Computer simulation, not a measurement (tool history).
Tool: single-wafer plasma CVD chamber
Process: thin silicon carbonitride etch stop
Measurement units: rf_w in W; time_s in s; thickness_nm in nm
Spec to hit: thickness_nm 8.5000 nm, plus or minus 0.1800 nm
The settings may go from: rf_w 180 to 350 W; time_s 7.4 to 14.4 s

{"run": 1, "hour": 0.0, "rf_w": 265, "time_s": 10.9, "thickness_nm": 6.6563}
{"run": 2, "hour": 5.9, "rf_w": 240, "time_s": 10.9, "thickness_nm": 6.4087}
{"run": 3, "hour": 12.9, "rf_w": 260, "time_s": 11.3, "thickness_nm": 6.8371}
{"run": 4, "hour": 19.6, "rf_w": 260, "time_s": 10.2, "thickness_nm": 6.1596}
{"run": 5, "hour": 22.4, "rf_w": 275, "time_s": 10.7, "thickness_nm": 6.5933}
{"run": 6, "hour": 24.0, "rf_w": 285, "time_s": 11.1, "thickness_nm": 6.9128}
{"run": 7, "hour": 27.7, "rf_w": 295, "time_s": 11.5, "thickness_nm": 7.2356}
{"run": 8, "hour": 29.1, "rf_w": 305, "time_s": 11.8, "thickness_nm": 7.4689}

Which one of the following 4 next-run settings gets every result inside its allowed miss? There is exactly one.
{"run": "A", "hour": 30.5, "rf_w": 325, "time_s": 12.0, "thickness_nm": "?"}
{"run": "B", "hour": 30.5, "rf_w": 325, "time_s": 13.6, "thickness_nm": "?"}
{"run": "C", "hour": 30.5, "rf_w": 280, "time_s": 13.7, "thickness_nm": "?"}
{"run": "D", "hour": 30.5, "rf_w": 320, "time_s": 12.2, "thickness_nm": "?"}

move=A thickness_nm=7.7480
move=B thickness_nm=8.7810
move=C thickness_nm=8.4382
move=D thickness_nm=7.8387
A: moves toward the targets from the last run without getting all of them in spec
B: the result that was furthest off in the last run now lies on the other side of its target
C: each result inside its tolerance
D: moves toward the targets from the last run without getting all of them in spec
Correct choice: C, which meets every target
